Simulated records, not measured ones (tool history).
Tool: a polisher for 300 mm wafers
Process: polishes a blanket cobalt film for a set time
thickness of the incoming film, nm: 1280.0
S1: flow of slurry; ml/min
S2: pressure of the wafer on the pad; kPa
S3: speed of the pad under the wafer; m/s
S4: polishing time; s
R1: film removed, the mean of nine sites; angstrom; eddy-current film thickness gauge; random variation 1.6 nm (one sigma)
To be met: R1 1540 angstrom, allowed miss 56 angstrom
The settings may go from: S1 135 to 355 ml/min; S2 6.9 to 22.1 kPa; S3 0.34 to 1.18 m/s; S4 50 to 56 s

| run | hour | S1 | S2 | S3 | S4 | R1 |
|---|---|---|---|---|---|---|
| 1 | 0 | 225 | 14.5 | 0.76 | 56 | 2504.6 |
| 2 | 2.3 | 175 | 14.5 | 0.76 | 56 | 2375.5 |
| 3 | 4 | 215 | 14.5 | 0.76 | 56 | 2479.6 |
| 4 | 5 | 245 | 14.5 | 0.76 | 56 | 2537.9 |
| 5 | 9.9 | 290 | 14.5 | 0.76 | 56 | 2537.6 |
| 6 | 14.1 | 250 | 14.5 | 0.76 | 56 | 2501.4 |
| 7 | 16.8 | 250 | 14.5 | 0.76 | 56 | 2526.6 |
| 8 | 17.7 | 250 | 12.4 | 0.76 | 56 | 2175.2 |
| 9 | 21.7 | 250 | 11 | 0.76 | 56 | 1939.9 |
| 10 | 27.8 | 245 | 7.6 | 0.76 | 56 | 1369.6 |
| 11 | 36.2 | 250 | 7.6 | 0.76 | 56 | 1367 |

Which of these 5 next moves meets every target?
| A | 44.6 | 180 | 9 | 0.78 | 50 | ? |
| B | 44.6 | 205 | 8.3 | 0.8 | 54 | ? |
| C | 44.6 | 280 | 7.6 | 0.66 | 52 | ? |
| D | 44.6 | 270 | 9 | 0.74 | 55 | ? |
| E | 44.6 | 270 | 7.6 | 0.68 | 56 | ? |

| move | R1 |
|---|---|
| A | 1408.3 |
| B | 1473.8 |
| C | 1144.6 |
| D | 1560.2 |
| E | 1261 |
A: nearer than the last run, and not there yet
B: nearer than the last run, and not there yet
C: further off than the last run
D: meets every target
E: further off than the last run
The right move is D.
